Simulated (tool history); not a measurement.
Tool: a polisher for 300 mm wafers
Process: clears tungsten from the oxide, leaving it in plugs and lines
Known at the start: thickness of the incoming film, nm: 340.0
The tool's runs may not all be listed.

run,hour,flow of slurry (ml/min),pressure of the wafer on the pad (psi),speed of the pad under the wafer (m/s),abrasive content of the slurry,overpolish time after the end point (s),time until the end point was called (s)
1,0.0,250,3.6,0.86,1.0,9,88.812
2,7.2,210,3.6,0.86,1.0,9,91.567
3,14.7,210,4.0,0.86,1.0,9,79.374
4,17.7,210,4.0,0.86,1.0,9,82.312
5,22.2,210,4.0,0.86,1.0,9,82.852
6,28.2,210,3.7,0.84,1.0,9,87.262
7,29.0,210,3.4,0.82,1.0,9,95.242
8,37.7,210,3.2,0.80,1.0,9,109.380

Run 9 comes next. What will it give?
9,38.7,210,3.1,0.80,1.0,9,?

{"run 9": {"time until the end point was called (s)": 110.38}}
